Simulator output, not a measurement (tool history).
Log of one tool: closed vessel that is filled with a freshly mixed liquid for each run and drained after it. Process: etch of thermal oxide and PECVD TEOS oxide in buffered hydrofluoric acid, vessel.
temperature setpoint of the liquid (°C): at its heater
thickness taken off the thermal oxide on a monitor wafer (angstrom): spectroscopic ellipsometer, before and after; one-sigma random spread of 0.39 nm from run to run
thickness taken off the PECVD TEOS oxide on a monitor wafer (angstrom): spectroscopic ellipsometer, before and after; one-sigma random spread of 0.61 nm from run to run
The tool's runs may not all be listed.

| run | day | temperature setpoint of the liquid (°C) | parts of 40 % ammonium fluoride to one part of 49 % hydrofluoric acid (parts by volume) | time in the liquid (s) | thickness taken off the thermal oxide on a monitor wafer (angstrom) | thickness taken off the PECVD TEOS oxide on a monitor wafer (angstrom) |
|---|---|---|---|---|---|---|
| 1 | 0 | 24 | 14.5 | 60 | 522.18 | 593.04 |
| 2 | 0.212 | 24 | 19 | 60 | 395.01 | 446.25 |
| 3 | 0.375 | 25.5 | 18.5 | 60 | 448.17 | 495.87 |
| 4 | 0.529 | 24 | 18.5 | 60 | 411.28 | 455.99 |
| 5 | 0.596 | 25.5 | 18.5 | 60 | 440.96 | 498.17 |
| 6 | 0.675 | 27 | 18.5 | 60 | 480.89 | 542.16 |
| 7 | 1.017 | 27 | 18.5 | 60 | 482.4 | 536.13 |
| 8 | 1.379 | 28 | 18 | 60 | 519.76 | 586.48 |
| 9 | 1.762 | 28.5 | 18 | 60 | 533.82 | 600.01 |

Estimate the outcome of run 10 from the log above:
| 10 | 1.954 | 29 | 18 | 60 | ? | ? |

For run 10 the tool returned thickness taken off the thermal oxide on a monitor wafer (angstrom) 548.48, thickness taken off the PECVD TEOS oxide on a monitor wafer (angstrom) 614.98.

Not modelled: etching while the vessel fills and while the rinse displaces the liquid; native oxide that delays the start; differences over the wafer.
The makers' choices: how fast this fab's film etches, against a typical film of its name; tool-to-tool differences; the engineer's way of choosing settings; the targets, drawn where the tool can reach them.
